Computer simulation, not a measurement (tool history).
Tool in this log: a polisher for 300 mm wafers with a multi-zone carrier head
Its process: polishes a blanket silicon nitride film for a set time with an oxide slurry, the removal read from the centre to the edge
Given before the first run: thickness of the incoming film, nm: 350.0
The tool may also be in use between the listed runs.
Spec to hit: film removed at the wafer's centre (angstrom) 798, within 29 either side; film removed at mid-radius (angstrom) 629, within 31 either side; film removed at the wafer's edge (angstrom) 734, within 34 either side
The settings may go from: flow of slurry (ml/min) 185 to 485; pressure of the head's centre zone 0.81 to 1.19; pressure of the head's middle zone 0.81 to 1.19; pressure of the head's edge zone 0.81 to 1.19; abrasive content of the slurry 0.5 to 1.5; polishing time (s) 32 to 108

| run | hour | flow of slurry (ml/min) | pressure of the head's centre zone | pressure of the head's middle zone | pressure of the head's edge zone | abrasive content of the slurry | polishing time (s) | film removed at the wafer's centre (angstrom) | film removed at mid-radius (angstrom) | film removed at the wafer's edge (angstrom) |
|---|---|---|---|---|---|---|---|---|---|---|
| 1 | 0 | 310 | 1 | 1 | 1 | 1 | 70 | 424.13 | 401.3 | 414.79 |
| 2 | 1.6 | 310 | 1 | 1 | 1.07 | 1 | 70 | 430.71 | 401.38 | 432.84 |
| 3 | 9.3 | 310 | 1 | 1 | 1.14 | 1 | 70 | 427.53 | 405.1 | 444.14 |
| 4 | 14 | 385 | 1 | 1 | 1.14 | 1 | 70 | 440.67 | 418.24 | 457.11 |
| 5 | 19.3 | 385 | 1 | 1 | 1.17 | 1 | 70 | 439.65 | 413.37 | 470.27 |
| 6 | 20.4 | 390 | 1.02 | 1 | 1.17 | 1.1 | 72 | 477.92 | 455.71 | 497.18 |
| 7 | 27.3 | 390 | 1.04 | 0.97 | 1.17 | 1.15 | 75 | 527.61 | 468.77 | 531.37 |
| 8 | 34 | 395 | 1.05 | 0.96 | 1.17 | 1.2 | 77 | 557.06 | 478.28 | 546.17 |
| 9 | 41.6 | 395 | 1.06 | 0.95 | 1.17 | 1.25 | 79 | 578.42 | 489.61 | 567.25 |

Pick the move, out of 5, that brings all results within their allowed miss; only one does.
| A | 49.2 | 445 | 1.08 | 1.07 | 1.08 | 1.25 | 53 | ? | ? | ? |
| B | 49.2 | 390 | 1.13 | 0.92 | 1.11 | 1.35 | 102 | ? | ? | ? |
| C | 49.2 | 395 | 0.84 | 0.81 | 1.19 | 1.1 | 65 | ? | ? | ? |
| D | 49.2 | 325 | 1.19 | 0.92 | 1.04 | 1.25 | 92 | ? | ? | ? |
| E | 49.2 | 405 | 1.02 | 1.1 | 1.09 | 1.2 | 62 | ? | ? | ? |

| move | film removed at the wafer's centre (angstrom) | film removed at mid-radius (angstrom) | film removed at the wafer's edge (angstrom) |
|---|---|---|---|
| A | 397.97 | 370.67 | 374.08 |
| B | 816.13 | 640.49 | 747.7 |
| C | 355.56 | 339.5 | 456.2 |
| D | 739.78 | 551.84 | 625.95 |
| E | 429.32 | 434.01 | 430.09 |
A: lands further from the targets than the last run did
B: each result inside its tolerance
C: lands further from the targets than the last run did
D: nearer than the last run, and not there yet
E: lands further from the targets than the last run did
Go with B: it meets all targets.
